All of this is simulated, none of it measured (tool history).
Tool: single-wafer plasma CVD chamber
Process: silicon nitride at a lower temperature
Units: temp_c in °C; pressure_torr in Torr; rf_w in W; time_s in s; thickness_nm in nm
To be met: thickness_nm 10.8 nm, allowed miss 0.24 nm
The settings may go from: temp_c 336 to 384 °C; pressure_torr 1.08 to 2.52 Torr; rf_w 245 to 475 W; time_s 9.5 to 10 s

{"run": 1, "hour": 0.0, "temp_c": 360, "pressure_torr": 1.8, "rf_w": 360, "time_s": 10, "thickness_nm": 13.185}
{"run": 2, "hour": 5.5, "temp_c": 360, "pressure_torr": 1.8, "rf_w": 360, "time_s": 10, "thickness_nm": 13.355}
{"run": 3, "hour": 11.4, "temp_c": 360, "pressure_torr": 1.8, "rf_w": 360, "time_s": 10, "thickness_nm": 13.268}
{"run": 4, "hour": 20.2, "temp_c": 360, "pressure_torr": 1.8, "rf_w": 360, "time_s": 9.5, "thickness_nm": 12.544}
{"run": 5, "hour": 27.4, "temp_c": 360, "pressure_torr": 1.69, "rf_w": 350, "time_s": 9.5, "thickness_nm": 12.031}
{"run": 6, "hour": 28.9, "temp_c": 360, "pressure_torr": 1.6, "rf_w": 350, "time_s": 9.5, "thickness_nm": 11.904}
{"run": 7, "hour": 36.9, "temp_c": 360, "pressure_torr": 1.51, "rf_w": 345, "time_s": 9.5, "thickness_nm": 11.561}
{"run": 8, "hour": 40.4, "temp_c": 360, "pressure_torr": 1.45, "rf_w": 345, "time_s": 9.5, "thickness_nm": 11.309}

Which of these 4 next moves meets every target?
{"run": "A", "hour": 43.9, "temp_c": 369, "pressure_torr": 1.75, "rf_w": 305, "time_s": 9.5, "thickness_nm": "?"}
{"run": "B", "hour": 43.9, "temp_c": 359, "pressure_torr": 1.34, "rf_w": 350, "time_s": 9.6, "thickness_nm": "?"}
{"run": "C", "hour": 43.9, "temp_c": 363, "pressure_torr": 1.56, "rf_w": 330, "time_s": 9.8, "thickness_nm": "?"}
{"run": "D", "hour": 43.9, "temp_c": 359, "pressure_torr": 1.43, "rf_w": 350, "time_s": 9.6, "thickness_nm": "?"}

move=A thickness_nm=10.934
move=B thickness_nm=11.393
move=C thickness_nm=11.639
move=D thickness_nm=11.631
A: meets every target
B: further off than the last run
C: further off than the last run
D: further off than the last run
The right move is A.

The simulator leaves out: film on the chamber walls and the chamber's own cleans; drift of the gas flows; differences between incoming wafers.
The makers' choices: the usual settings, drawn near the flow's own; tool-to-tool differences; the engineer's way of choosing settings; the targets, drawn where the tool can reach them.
